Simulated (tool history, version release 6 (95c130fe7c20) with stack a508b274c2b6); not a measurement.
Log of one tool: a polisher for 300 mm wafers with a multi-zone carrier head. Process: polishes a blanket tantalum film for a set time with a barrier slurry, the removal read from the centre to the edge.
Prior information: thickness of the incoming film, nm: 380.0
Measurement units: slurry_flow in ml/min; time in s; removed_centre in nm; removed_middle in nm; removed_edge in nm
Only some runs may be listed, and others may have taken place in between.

{"run": 1, "hour": 0.0, "slurry_flow": 130, "centre_zone": 1.0, "middle_zone": 1.0, "edge_zone": 1.0, "slurry_solids": 1.0, "time": 35, "removed_centre": 55.014, "removed_middle": 50.366, "removed_edge": 52.145}
{"run": 2, "hour": 5.8, "slurry_flow": 125, "centre_zone": 0.97, "middle_zone": 0.98, "edge_zone": 0.97, "slurry_solids": 0.9, "time": 33, "removed_centre": 47.297, "removed_middle": 43.235, "removed_edge": 46.39}
{"run": 3, "hour": 8.9, "slurry_flow": 125, "centre_zone": 0.95, "middle_zone": 0.99, "edge_zone": 0.94, "slurry_solids": 0.8, "time": 32, "removed_centre": 42.505, "removed_middle": 39.561, "removed_edge": 41.233}
{"run": 4, "hour": 11.5, "slurry_flow": 120, "centre_zone": 0.93, "middle_zone": 0.98, "edge_zone": 0.91, "slurry_solids": 0.75, "time": 32, "removed_centre": 39.04, "removed_middle": 37.139, "removed_edge": 39.193}
{"run": 5, "hour": 12.1, "slurry_flow": 115, "centre_zone": 0.92, "middle_zone": 0.98, "edge_zone": 0.89, "slurry_solids": 0.7, "time": 32, "removed_centre": 35.985, "removed_middle": 35.323, "removed_edge": 36.192}
{"run": 6, "hour": 16.7, "slurry_flow": 110, "centre_zone": 0.92, "middle_zone": 0.97, "edge_zone": 0.88, "slurry_solids": 0.7, "time": 32, "removed_centre": 35.919, "removed_middle": 34.738, "removed_edge": 35.536}
{"run": 7, "hour": 21.6, "slurry_flow": 105, "centre_zone": 0.91, "middle_zone": 0.96, "edge_zone": 0.88, "slurry_solids": 0.7, "time": 32, "removed_centre": 34.698, "removed_middle": 33.972, "removed_edge": 35.303}
{"run": 8, "hour": 25.1, "slurry_flow": 100, "centre_zone": 0.91, "middle_zone": 0.95, "edge_zone": 0.87, "slurry_solids": 0.7, "time": 32, "removed_centre": 33.849, "removed_middle": 33.243, "removed_edge": 34.74}
{"hour": 25.7, "done": "centre zone pressure recalibrated"}
{"run": 9, "hour": 25.7, "slurry_flow": 95, "centre_zone": 0.91, "middle_zone": 0.94, "edge_zone": 0.86, "slurry_solids": 0.7, "time": 32, "removed_centre": 31.325, "removed_middle": 32.677, "removed_edge": 34.372}
{"run": 10, "hour": 33.6, "slurry_flow": 100, "centre_zone": 0.92, "middle_zone": 0.93, "edge_zone": 0.85, "slurry_solids": 0.65, "time": 32, "removed_centre": 30.385, "removed_middle": 30.362, "removed_edge": 32.534}

Run 11, settings as shown, results not yet in. Your forecast:
{"run": 11, "hour": 37.5, "slurry_flow": 105, "centre_zone": 0.92, "middle_zone": 0.93, "edge_zone": 0.84, "slurry_solids": 0.65, "time": 32, "removed_centre": "?", "removed_middle": "?", "removed_edge": "?"}

{"run 11": {"removed_centre": 30.796, "removed_middle": 31.212, "removed_edge": 32.975}}
